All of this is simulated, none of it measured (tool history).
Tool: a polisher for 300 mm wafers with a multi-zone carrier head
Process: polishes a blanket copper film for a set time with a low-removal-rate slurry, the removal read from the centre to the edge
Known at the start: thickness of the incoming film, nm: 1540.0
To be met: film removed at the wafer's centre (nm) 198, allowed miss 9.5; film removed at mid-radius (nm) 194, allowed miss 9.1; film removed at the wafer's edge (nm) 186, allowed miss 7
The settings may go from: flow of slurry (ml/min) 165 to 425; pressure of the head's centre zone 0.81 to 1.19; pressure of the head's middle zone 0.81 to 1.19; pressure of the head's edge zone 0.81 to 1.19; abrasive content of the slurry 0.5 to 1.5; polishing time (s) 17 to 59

run  hour  flow of slurry (ml/min)  pressure of the head's centre zone  pressure of the head's middle zone  pressure of the head's edge zone  abrasive content of the slurry  polishing time (s)  film removed at the wafer's centre (nm)  film removed at mid-radius (nm)  film removed at the wafer's edge (nm)
  1     0                      275                                   1                                   1                                 1                               1                  38                                   142.72                           144.26                                 138.04
  2     8                      275                                1.02                                1.01                              1.02                            1.15                  39                                   156.88                           156.63                                 145.16
  3  13.7                      275                                1.09                                1.01                              1.02                            1.15                  39                                    162.9                           152.58                                 149.42
  4  15.9                      275                                1.09                                1.06                              1.02                            1.15                  39                                   162.91                           162.24                                 148.59
  5  19.1                      300                                1.09                                1.06                              1.02                            1.15                  39                                   166.73                           159.07                                 151.97
  6  20.1                      300                                1.14                                1.06                              1.02                            1.15                  39                                    171.2                           161.13                                 152.47
  7  20.8                      305                                1.14                                1.08                              1.06                            1.25                  40                                   180.29                           175.74                                 159.66
  8  21.8                      315                                1.12                                1.06                              1.09                            1.25                  41                                   182.52                           168.09                                 165.62
  9  23.3                      320                                1.11                                1.07                              1.11                             1.3                  42                                   190.22                           184.04                                 177.48
 10  25.6                      325                                1.11                                1.08                              1.12                             1.3                  42                                   187.26                           185.92                                 173.97
 11  33.4                      330                                1.11                                1.08                              1.13                            1.35                  42                                   188.53                           185.62                                 175.17
 12  39.5                      330                                1.11                                1.08                              1.14                            1.35                  42                                   189.02                           186.77                                  175.6
 13  42.9                      330                                1.11                                1.08                              1.15                            1.35                  42                                   186.62                           183.34                                 175.46

Which of these 5 next moves meets every target?
  A  46.3                      425                                1.06                                0.88                              1.19                             1.2                  44                                        ?                                ?                                      ?
  B  46.3                      350                                 1.1                                0.96                              1.17                            1.35                  42                                        ?                                ?                                      ?
  C  46.3                      315                                0.99                                1.17                              1.18                            1.45                  40                                        ?                                ?                                      ?
  D  46.3                      390                                1.07                                1.06                              1.09                             1.4                  44                                        ?                                ?                                      ?
  E  46.3                      320                                1.19                                1.17                              1.09                             1.4                  41                                        ?                                ?                                      ?

move  film removed at the wafer's centre (nm)  film removed at mid-radius (nm)  film removed at the wafer's edge (nm)
   A                                   188.75                           157.62                                 194.04
   B                                   187.86                           163.57                                 186.09
   C                                   164.92                           185.71                                 179.11
   D                                   195.72                           189.46                                 190.48
   E                                   196.35                           189.01                                 175.08
A: takes the result that was furthest off past its target
B: brings the result that was furthest off to its target, and leaves another outside
C: brings the result that was furthest off to its target, and leaves another outside
D: meets every target
E: as far off as the last run
Answer: D

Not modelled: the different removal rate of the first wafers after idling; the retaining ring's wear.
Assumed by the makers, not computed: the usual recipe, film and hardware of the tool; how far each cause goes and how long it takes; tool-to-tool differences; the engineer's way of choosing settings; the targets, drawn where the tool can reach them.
